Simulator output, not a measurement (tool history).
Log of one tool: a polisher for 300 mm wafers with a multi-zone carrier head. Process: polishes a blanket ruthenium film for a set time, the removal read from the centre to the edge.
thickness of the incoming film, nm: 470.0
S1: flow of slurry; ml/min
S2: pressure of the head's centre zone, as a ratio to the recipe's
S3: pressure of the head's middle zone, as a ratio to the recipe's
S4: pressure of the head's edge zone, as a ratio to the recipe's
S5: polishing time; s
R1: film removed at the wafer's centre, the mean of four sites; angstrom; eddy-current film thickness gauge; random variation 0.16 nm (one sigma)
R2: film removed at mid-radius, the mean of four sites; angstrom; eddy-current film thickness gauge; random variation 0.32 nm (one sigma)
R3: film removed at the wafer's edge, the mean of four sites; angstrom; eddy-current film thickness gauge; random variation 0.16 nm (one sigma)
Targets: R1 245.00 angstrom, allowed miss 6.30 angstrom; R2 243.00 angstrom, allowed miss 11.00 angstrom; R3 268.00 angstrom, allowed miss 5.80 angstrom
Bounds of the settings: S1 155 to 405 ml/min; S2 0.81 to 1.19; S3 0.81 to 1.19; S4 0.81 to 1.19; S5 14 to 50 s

| run | hour | S1 | S2 | S3 | S4 | S5 | R1 | R2 | R3 |
|---|---|---|---|---|---|---|---|---|---|
| 1 | 0.0 | 260 | 1.00 | 1.00 | 1.00 | 32 | 186.79 | 190.26 | 182.71 |
| 2 | 0.7 | 260 | 1.00 | 0.99 | 1.02 | 33 | 192.18 | 194.58 | 190.63 |
| 3 | 2.5 | 260 | 0.93 | 0.99 | 1.02 | 33 | 178.19 | 196.59 | 192.72 |
| 4 | 5.4 | 260 | 0.93 | 0.95 | 1.02 | 33 | 179.26 | 184.88 | 191.18 |
| 5 | 11.1 | 260 | 0.93 | 0.98 | 1.02 | 33 | 177.38 | 189.62 | 192.43 |
| 6 | 16.7 | 265 | 0.94 | 0.98 | 1.04 | 34 | 186.83 | 195.11 | 197.58 |
| 7 | 23.7 | 230 | 0.91 | 0.90 | 1.12 | 43 | 223.75 | 230.36 | 255.19 |
| 8 | 29.1 | 240 | 0.91 | 0.90 | 1.12 | 43 | 225.55 | 231.94 | 258.62 |
| 9 | 38.0 | 250 | 0.92 | 0.90 | 1.12 | 43 | 230.64 | 232.54 | 262.97 |
| 10 | 45.9 | 255 | 0.92 | 0.90 | 1.12 | 43 | 229.06 | 232.15 | 259.56 |
| 11 | 49.5 | 260 | 0.92 | 0.90 | 1.12 | 43 | 228.11 | 231.56 | 258.79 |
| 12 | 50.4 | 260 | 0.93 | 0.90 | 1.12 | 43 | 233.58 | 234.89 | 257.63 |
| 13 | 52.1 | 265 | 0.93 | 0.90 | 1.13 | 43 | 230.01 | 231.32 | 260.15 |
| 14 | 54.2 | 270 | 0.94 | 0.90 | 1.13 | 43 | 235.68 | 229.15 | 259.54 |
| 15 | 60.2 | 275 | 0.94 | 0.91 | 1.13 | 43 | 236.31 | 234.58 | 261.90 |
| 16 | 64.6 | 280 | 0.94 | 0.91 | 1.13 | 43 | 239.14 | 231.15 | 261.00 |
| 17 | 72.0 | 280 | 0.94 | 0.91 | 1.13 | 43 | 236.18 | 235.38 | 261.13 |
| 18 | 75.5 | 285 | 0.94 | 0.91 | 1.13 | 43 | 238.11 | 238.92 | 259.80 |

4 next moves are on the table. One of them brings every result within its allowed miss. Which?
| A | 79.0 | 260 | 1.02 | 1.07 | 1.05 | 44 | ? | ? | ? |
| B | 79.0 | 240 | 0.92 | 0.88 | 1.19 | 46 | ? | ? | ? |
| C | 79.0 | 345 | 0.91 | 0.87 | 1.04 | 45 | ? | ? | ? |
| D | 79.0 | 250 | 0.92 | 0.97 | 1.09 | 42 | ? | ? | ? |

| move | R1 | R2 | R3 |
|---|---|---|---|
| A | 260.44 | 273.40 | 255.03 |
| B | 243.16 | 240.92 | 281.97 |
| C | 243.07 | 240.53 | 264.88 |
| D | 223.05 | 239.46 | 247.34 |
A: further off than the last run
B: takes the result that was furthest off past its target
C: meets every target
D: further off than the last run
The right move is C.
